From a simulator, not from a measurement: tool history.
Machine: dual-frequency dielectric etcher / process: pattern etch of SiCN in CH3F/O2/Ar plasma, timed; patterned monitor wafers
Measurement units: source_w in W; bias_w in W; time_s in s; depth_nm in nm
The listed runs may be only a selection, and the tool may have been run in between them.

{"run": 1, "hour": 0.0, "source_w": 550, "bias_w": 86, "time_s": 47.5, "depth_nm": 20.27}
{"run": 2, "hour": 0.8, "source_w": 480, "bias_w": 86, "time_s": 47.5, "depth_nm": 19.144}
{"run": 3, "hour": 4.1, "source_w": 480, "bias_w": 86, "time_s": 47.5, "depth_nm": 19.269}
{"run": 4, "hour": 9.2, "source_w": 470, "bias_w": 86, "time_s": 47.5, "depth_nm": 19.079}
{"hour": 10.5, "done": "wet clean of the chamber"}
{"run": 5, "hour": 10.5, "source_w": 460, "bias_w": 86, "time_s": 47.5, "depth_nm": 19.484}
{"run": 6, "hour": 16.9, "source_w": 360, "bias_w": 86, "time_s": 47.5, "depth_nm": 17.421}
{"run": 7, "hour": 25.1, "source_w": 370, "bias_w": 86, "time_s": 47.5, "depth_nm": 17.629}

What does the tool deliver on the next run?
{"run": 8, "hour": 28.7, "source_w": 380, "bias_w": 86, "time_s": 47.5, "depth_nm": "?"}

depth_nm: 17.849 nm
